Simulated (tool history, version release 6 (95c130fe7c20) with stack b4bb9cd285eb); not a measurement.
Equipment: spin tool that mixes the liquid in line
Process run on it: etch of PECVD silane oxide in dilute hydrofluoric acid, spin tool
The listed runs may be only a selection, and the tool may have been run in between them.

run  hour  temperature setpoint of the liquid (K)  parts of water to one part of 49 % hydrofluoric acid (parts by volume)  time under the liquid (s)  thickness taken off the PECVD silane oxide on a monitor wafer (Å)
  1     0                                  299.15                                                                     145                        270                                                             387.54
  2   4.7                                  299.15                                                                     145                        295                                                             424.52
  3  12.3                                  299.15                                                                     180                        295                                                             325.56
  4  19.8                                  299.15                                                                     180                        270                                                             297.78
  5  24.2                                  298.15                                                                     180                        270                                                             286.58
  6  26.9                                  297.15                                                                     180                        270                                                              278.1
  7  34.9                                  297.15                                                                     180                        270                                                             281.42

What will run 8 give?
  8  43.2                                  296.15                                                                     180                        270                                                                  ?

thickness taken off the PECVD silane oxide on a monitor wafer (Å): 267.18
